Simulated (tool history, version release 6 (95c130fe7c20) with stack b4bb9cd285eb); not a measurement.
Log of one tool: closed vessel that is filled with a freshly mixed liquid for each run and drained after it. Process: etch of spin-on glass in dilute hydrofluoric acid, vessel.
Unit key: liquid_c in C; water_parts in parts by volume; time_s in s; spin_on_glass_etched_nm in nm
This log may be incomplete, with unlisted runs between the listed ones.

run  hour  liquid_c  water_parts  time_s  spin_on_glass_etched_nm
  1   0.0      21.0          125     230                   63.663
  2   8.8      23.0          125     230                   68.467
  3  10.2      25.0          110     230                   86.049
  4  11.7      25.0           95     230                  101.950
  5  19.5      26.0           90     230                  111.400
  6  23.1      27.0           90     230                  116.540
  7  31.7      29.0           85     230                  135.030
  8  39.8      28.5           85     230                  132.230

Expected results for the next run?
     47.9  -- thermometer replaced
  9  47.9      28.0           85     230                        ?

{"run 9": {"spin_on_glass_etched_nm": 117.62}}

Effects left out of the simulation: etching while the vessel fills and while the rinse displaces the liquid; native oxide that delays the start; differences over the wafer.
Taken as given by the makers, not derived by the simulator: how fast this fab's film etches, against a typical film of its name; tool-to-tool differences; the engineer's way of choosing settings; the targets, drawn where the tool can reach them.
